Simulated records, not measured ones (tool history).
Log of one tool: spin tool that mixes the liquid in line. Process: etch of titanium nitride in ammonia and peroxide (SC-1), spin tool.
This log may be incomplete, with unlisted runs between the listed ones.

run	hour	temperature setpoint of the liquid (C)	parts of water to one part of 30 % peroxide (parts by volume)	parts of 29 % ammonia solution to one part of 30 % peroxide (parts by volume)	time under the liquid (s)	thickness taken off the titanium nitride on a monitor wafer (Å)
1	0.0	62.0	10.0	0.75	65	66.608
2	7.5	62.0	7.0	0.75	65	79.225
3	11.3	59.5	7.5	0.75	65	64.574
4	14.5	57.5	7.5	0.75	65	56.847
5	21.6	56.0	8.0	0.75	65	49.348
# hour 28.6: new drum of ammonia solution connected
6	28.6	56.0	7.0	0.75	65	53.418
7	36.1	54.5	7.5	0.75	65	47.283

Run 8 has not been measured yet. What should we expect?
8	45.0	53.5	8.0	0.75	65	?

thickness taken off the titanium nitride on a monitor wafer (Å): 41.819
